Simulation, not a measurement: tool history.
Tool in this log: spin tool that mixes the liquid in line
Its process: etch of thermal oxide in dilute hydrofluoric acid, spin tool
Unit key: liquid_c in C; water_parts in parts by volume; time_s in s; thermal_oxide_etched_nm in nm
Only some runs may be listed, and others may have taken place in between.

| run | day | liquid_c | water_parts | time_s | thermal_oxide_etched_nm |
|---|---|---|---|---|---|
| 1 | 0 | 25 | 165 | 290 | 8.2175 |
| 2 | 0.371 | 25 | 165 | 310 | 8.8971 |
| 3 | 0.617 | 25 | 165 | 290 | 8.3285 |
| 4 | 0.938 | 25 | 165 | 290 | 8.3298 |
| 5 | 1.25 | 27 | 145 | 290 | 10.325 |
| 6 | 1.571 | 28.5 | 130 | 290 | 12.556 |
| 7 | 1.629 | 29.5 | 125 | 290 | 13.553 |

Run 8 has not been measured yet. What should we expect?
| 8 | 1.979 | 29.5 | 125 | 290 | ? |

thermal_oxide_etched_nm: 13.522 nm
